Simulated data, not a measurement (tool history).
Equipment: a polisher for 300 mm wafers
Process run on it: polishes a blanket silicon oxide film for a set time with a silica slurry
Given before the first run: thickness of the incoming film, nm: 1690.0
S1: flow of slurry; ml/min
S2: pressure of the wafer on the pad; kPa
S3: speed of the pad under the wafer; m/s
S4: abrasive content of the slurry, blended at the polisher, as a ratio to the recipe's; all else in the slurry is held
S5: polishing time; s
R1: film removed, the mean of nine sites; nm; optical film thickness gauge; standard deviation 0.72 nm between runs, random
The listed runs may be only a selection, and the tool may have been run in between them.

run,hour,S1,S2,S3,S4,S5,R1
1,0,245,36.5,0.94,1,37,134.74
2,4.1,245,36.5,0.74,1,37,113.93
3,9.2,245,33.1,0.74,1,37,105.44
4,10.7,245,37.2,0.74,1,37,113.55
5,16.5,245,37.2,0.56,1,37,89.598
6,18,245,35.9,0.56,1,37,89.286

Run 7 has not been measured yet. What should we expect?
7,18.5,245,34.5,0.56,1,37,?

R1: 86.211 nm
